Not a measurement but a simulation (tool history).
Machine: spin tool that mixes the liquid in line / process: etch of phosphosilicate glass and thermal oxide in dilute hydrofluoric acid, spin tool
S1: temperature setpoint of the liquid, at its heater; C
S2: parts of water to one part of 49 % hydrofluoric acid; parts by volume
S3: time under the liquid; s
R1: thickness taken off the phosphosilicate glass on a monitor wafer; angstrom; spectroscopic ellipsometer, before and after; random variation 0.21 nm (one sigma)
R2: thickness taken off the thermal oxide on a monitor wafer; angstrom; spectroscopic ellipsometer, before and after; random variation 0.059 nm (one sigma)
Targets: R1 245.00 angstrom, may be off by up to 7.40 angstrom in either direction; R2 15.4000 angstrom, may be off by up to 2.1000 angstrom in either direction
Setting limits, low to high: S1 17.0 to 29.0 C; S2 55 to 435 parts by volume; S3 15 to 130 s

{"run": 1, "hour": 0.0, "S1": 21.0, "S2": 245, "S3": 65, "R1": 142.79, "R2": 8.3953}
{"run": 2, "hour": 4.9, "S1": 21.0, "S2": 190, "S3": 65, "R1": 192.94, "R2": 11.631}
{"run": 3, "hour": 9.1, "S1": 22.5, "S2": 190, "S3": 65, "R1": 206.2, "R2": 12.867}
{"run": 4, "hour": 13.6, "S1": 22.5, "S2": 155, "S3": 65, "R1": 254.67, "R2": 16.161}
{"run": 5, "hour": 20.6, "S1": 22.5, "S2": 95, "S3": 65, "R1": 445.77, "R2": 28.883}
{"run": 6, "hour": 21.3, "S1": 22.0, "S2": 105, "S3": 65, "R1": 395.17, "R2": 23.948}
{"run": 7, "hour": 21.9, "S1": 22.0, "S2": 115, "S3": 65, "R1": 362.74, "R2": 20.834}
{"run": 8, "hour": 26.6, "S1": 22.0, "S2": 120, "S3": 65, "R1": 332.99, "R2": 22.111}
{"run": 9, "hour": 31.7, "S1": 22.0, "S2": 120, "S3": 65, "R1": 338.19, "R2": 20.47}
{"run": 10, "hour": 39.9, "S1": 22.0, "S2": 125, "S3": 65, "R1": 324.85, "R2": 20.701}
{"run": 11, "hour": 47.8, "S1": 18.0, "S2": 150, "S3": 65, "R1": 224.23, "R2": 14.293}

Consider the 5 candidate settings below. Which is the only one whose results all fall within their allowed miss of target?
{"run": "A", "hour": 55.7, "S1": 23.5, "S2": 220, "S3": 85, "R1": "?", "R2": "?"}
{"run": "B", "hour": 55.7, "S1": 24.0, "S2": 215, "S3": 75, "R1": "?", "R2": "?"}
{"run": "C", "hour": 55.7, "S1": 26.0, "S2": 270, "S3": 95, "R1": "?", "R2": "?"}
{"run": "D", "hour": 55.7, "S1": 17.0, "S2": 170, "S3": 85, "R1": "?", "R2": "?"}
{"run": "E", "hour": 55.7, "S1": 24.5, "S2": 235, "S3": 75, "R1": "?", "R2": "?"}

move=A R1=230.13 R2=14.9870
move=B R1=212.73 R2=13.8540
move=C R1=217.45 R2=14.1610
move=D R1=243.49 R2=15.8570
move=E R1=194.06 R2=12.6380
A: better than the last run, though not everything is in spec
B: its largest miss is bigger than the last run's
C: its largest miss is bigger than the last run's
D: in spec on every target
E: its largest miss is bigger than the last run's
Answer: D

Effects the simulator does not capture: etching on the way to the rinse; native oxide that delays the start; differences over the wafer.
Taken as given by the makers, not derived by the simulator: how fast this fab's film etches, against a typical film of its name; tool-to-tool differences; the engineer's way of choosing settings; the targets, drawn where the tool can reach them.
